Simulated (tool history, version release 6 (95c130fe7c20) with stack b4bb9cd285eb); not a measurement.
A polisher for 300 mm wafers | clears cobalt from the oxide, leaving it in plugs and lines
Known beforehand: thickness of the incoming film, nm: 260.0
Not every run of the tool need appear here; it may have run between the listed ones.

run,hour,flow of slurry (ml/min),pressure of the wafer on the pad (psi),speed of the pad under the wafer (m/s),overpolish time after the end point (s),time until the end point was called (s),dishing of a wide line in a test structure (angstrom)
1,0.0,145,1.3,1.06,23,78.631,205.87
2,5.6,165,1.3,1.06,23,77.925,200.74
3,14.3,165,1.3,1.06,19,76.596,204.32
4,18.0,165,1.3,1.06,11,77.738,174.11
5,18.7,195,1.3,1.06,11,76.740,176.22
6,19.4,195,1.3,1.06,7,75.321,137.09
7,23.9,185,1.2,1.06,10,82.477,161.04

What does the tool deliver on the next run?
8,27.9,180,1.1,1.06,13,?,?

time until the end point was called (s): 89.962
dishing of a wide line in a test structure (angstrom): 170.32

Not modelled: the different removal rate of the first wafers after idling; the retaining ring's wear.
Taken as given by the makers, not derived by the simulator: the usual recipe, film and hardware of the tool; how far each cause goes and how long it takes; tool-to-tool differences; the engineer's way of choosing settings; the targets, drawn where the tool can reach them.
